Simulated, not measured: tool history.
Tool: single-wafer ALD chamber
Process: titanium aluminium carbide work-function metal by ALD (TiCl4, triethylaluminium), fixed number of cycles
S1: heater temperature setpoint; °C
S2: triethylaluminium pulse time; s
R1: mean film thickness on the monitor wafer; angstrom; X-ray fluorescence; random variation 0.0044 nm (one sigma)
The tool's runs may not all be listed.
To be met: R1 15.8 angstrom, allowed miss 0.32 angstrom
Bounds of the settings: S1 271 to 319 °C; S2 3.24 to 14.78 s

| run | hour | S1 | S2 | R1 |
|---|---|---|---|---|
| 1 | 0 | 295 | 9.01 | 18.043 |
| 2 | 1.2 | 300 | 9.01 | 18.546 |
| 3 | 7.5 | 304 | 9.01 | 18.69 |
| 4 | 15.5 | 297 | 9.01 | 18.155 |
| 5 | 18.2 | 297 | 7.5 | 17.565 |
| 6 | 26.4 | 293 | 7.12 | 16.979 |
| 7 | 28.4 | 290 | 6.93 | 16.622 |
| 8 | 29.8 | 288 | 6.81 | 16.412 |
| 9 | 36.1 | 287 | 6.72 | 16.215 |
| 10 | 40.2 | 286 | 6.67 | 16.142 |

Which of these 5 next moves meets every target?
| A | 44.3 | 287 | 7.17 | ? |
| B | 44.3 | 283 | 7.3 | ? |
| C | 44.3 | 295 | 6.6 | ? |
| D | 44.3 | 301 | 6.56 | ? |
| E | 44.3 | 279 | 6.88 | ? |

| move | R1 |
|---|---|
| A | 16.589 |
| B | 16.411 |
| C | 16.66 |
| D | 17.013 |
| E | 15.854 |
A: further off than the last run
B: further off than the last run
C: further off than the last run
D: further off than the last run
E: meets every target
Move E is the one to make.
